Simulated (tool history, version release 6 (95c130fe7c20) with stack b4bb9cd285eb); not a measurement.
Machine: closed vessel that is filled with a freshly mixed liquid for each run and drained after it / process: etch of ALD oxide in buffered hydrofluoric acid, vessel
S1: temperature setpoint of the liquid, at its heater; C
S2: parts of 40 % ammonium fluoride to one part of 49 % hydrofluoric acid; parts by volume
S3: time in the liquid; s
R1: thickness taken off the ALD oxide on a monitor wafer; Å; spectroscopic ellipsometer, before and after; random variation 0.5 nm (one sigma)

run 1 day=0 | S1=21 S2=13 S3=85 | R1=901.07
run 2 day=0.367 | S1=23 S2=13 S3=85 | R1=1028.5
run 3 day=0.562 | S1=24.5 S2=13 S3=85 | R1=1098.7
run 4 day=0.867 | S1=24.5 S2=13 S3=85 | R1=1104.9
run 5 day=1.242 | S1=22.5 S2=13 S3=85 | R1=990.45
run 6 day=1.338 | S1=21 S2=13 S3=85 | R1=912.15
run 7 day=1.525 | S1=20 S2=13 S3=85 | R1=870.17

Run 8 has not been measured yet. What should we expect?
run 8 day=1.908 | S1=19 S2=13 S3=85 | R1=?

{"run 8": {"R1": 818.62}}

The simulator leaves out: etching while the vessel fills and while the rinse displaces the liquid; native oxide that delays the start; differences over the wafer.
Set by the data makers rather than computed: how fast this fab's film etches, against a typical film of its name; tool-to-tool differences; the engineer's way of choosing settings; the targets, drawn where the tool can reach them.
